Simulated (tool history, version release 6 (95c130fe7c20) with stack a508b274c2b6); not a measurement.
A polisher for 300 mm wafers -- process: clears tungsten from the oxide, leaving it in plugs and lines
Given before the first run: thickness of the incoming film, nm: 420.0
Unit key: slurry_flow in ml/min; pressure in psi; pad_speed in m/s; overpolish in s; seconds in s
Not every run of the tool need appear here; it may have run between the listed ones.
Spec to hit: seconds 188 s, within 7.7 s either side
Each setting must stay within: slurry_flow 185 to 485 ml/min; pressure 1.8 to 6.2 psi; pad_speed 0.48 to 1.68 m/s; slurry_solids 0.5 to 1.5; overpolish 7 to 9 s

run,hour,slurry_flow,pressure,pad_speed,slurry_solids,overpolish,seconds
1,0,310,4,1.08,1,9,85.764
2,0.7,310,3.6,1.04,1,9,101.8
3,5.3,250,3.6,1.04,1,9,103.16
4,7.4,215,3.6,1.04,1,9,106.06
5,11.9,215,3.3,1.02,1,9,117.9
6,16.9,215,3,1.02,1,9,126.62
7,19.3,215,1.9,0.88,1,9,226.46
8,24.8,215,2,0.88,1,9,218.23
9,26.2,215,2.6,0.88,1,9,169.37
10,30.7,215,2.5,0.88,1,9,174.63

Which of these 5 next moves meets every target?
A,35.2,205,2.6,0.7,1,7,?
B,35.2,265,2,0.96,1.15,9,?
C,35.2,185,3,0.82,0.9,9,?
D,35.2,195,2.2,1.08,1.3,7,?
E,35.2,230,2.7,0.9,0.95,7,?

move,seconds
A,214.3
B,189.6
C,167.47
D,156.61
E,161.67
A: moves the result that the last run missed by most past its target, out the other side
B: every result lands within tolerance
C: further off than the last run
D: further off than the last run
E: further off than the last run
Answer: B

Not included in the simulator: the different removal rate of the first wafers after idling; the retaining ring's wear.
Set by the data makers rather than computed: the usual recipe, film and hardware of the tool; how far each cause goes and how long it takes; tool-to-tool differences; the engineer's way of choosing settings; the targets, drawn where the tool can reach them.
